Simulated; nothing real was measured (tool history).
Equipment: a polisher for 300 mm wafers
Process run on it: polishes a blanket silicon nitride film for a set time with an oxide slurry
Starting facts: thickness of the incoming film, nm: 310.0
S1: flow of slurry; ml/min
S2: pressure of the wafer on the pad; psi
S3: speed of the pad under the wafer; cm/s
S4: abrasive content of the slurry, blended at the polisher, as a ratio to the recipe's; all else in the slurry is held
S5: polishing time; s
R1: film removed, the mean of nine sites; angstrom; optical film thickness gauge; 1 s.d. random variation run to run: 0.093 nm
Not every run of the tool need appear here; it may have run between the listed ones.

| run | hour | S1 | S2 | S3 | S4 | S5 | R1 |
|---|---|---|---|---|---|---|---|
| 1 | 0 | 180 | 4.1 | 84 | 1 | 66 | 344.04 |
| 2 | 7.3 | 175 | 3.5 | 72 | 1 | 66 | 260.98 |
| 3 | 14.1 | 170 | 3.1 | 64 | 1 | 66 | 209.69 |
| 4 | 18.7 | 170 | 3.1 | 54 | 1 | 66 | 183.3 |
| 5 | 20.2 | 170 | 3.1 | 54 | 1 | 69 | 188.9 |
| 6 | 21.8 | 170 | 3.1 | 44 | 1 | 69 | 161.91 |
| 7 | 27.1 | 165 | 2.8 | 44 | 1 | 69 | 142.95 |
| 8 | 31.9 | 155 | 2.8 | 44 | 1 | 69 | 143.39 |
| 9 | 33.1 | 155 | 2.8 | 44 | 1 | 69 | 144.31 |
| 10 | 41.5 | 145 | 2.7 | 44 | 1 | 69 | 137.73 |
| 11 | 50.1 | 140 | 2.7 | 44 | 1 | 69 | 136.14 |

Expected results for the next run?
| 12 | 56.8 | 135 | 2.7 | 44 | 1 | 69 | ? |

Run 12 measured R1 136.27 angstrom.

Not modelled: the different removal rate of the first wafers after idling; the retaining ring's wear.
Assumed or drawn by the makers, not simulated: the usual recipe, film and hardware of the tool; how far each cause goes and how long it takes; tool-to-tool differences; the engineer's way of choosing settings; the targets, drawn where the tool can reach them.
